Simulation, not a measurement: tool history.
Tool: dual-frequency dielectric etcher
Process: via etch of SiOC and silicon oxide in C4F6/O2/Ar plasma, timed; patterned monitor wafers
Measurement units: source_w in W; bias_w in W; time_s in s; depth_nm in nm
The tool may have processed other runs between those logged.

run 1 hour=0 | source_w=280 bias_w=152 time_s=30 | depth_nm=29.372
run 2 hour=6.1 | source_w=260 bias_w=151 time_s=30 | depth_nm=28.693
run 3 hour=9.6 | source_w=260 bias_w=134 time_s=30 | depth_nm=27.847
run 4 hour=14.5 | source_w=250 bias_w=133 time_s=30 | depth_nm=27.68
run 5 hour=19.9 | source_w=230 bias_w=133 time_s=30 | depth_nm=26.977
run 6 hour=24 | source_w=230 bias_w=133 time_s=27.5 | depth_nm=24.76

What does the tool deliver on the next run?
run 7 hour=26.4 | source_w=240 bias_w=134 time_s=27.5 | depth_nm=?

{"run 7": {"depth_nm": 24.891}}

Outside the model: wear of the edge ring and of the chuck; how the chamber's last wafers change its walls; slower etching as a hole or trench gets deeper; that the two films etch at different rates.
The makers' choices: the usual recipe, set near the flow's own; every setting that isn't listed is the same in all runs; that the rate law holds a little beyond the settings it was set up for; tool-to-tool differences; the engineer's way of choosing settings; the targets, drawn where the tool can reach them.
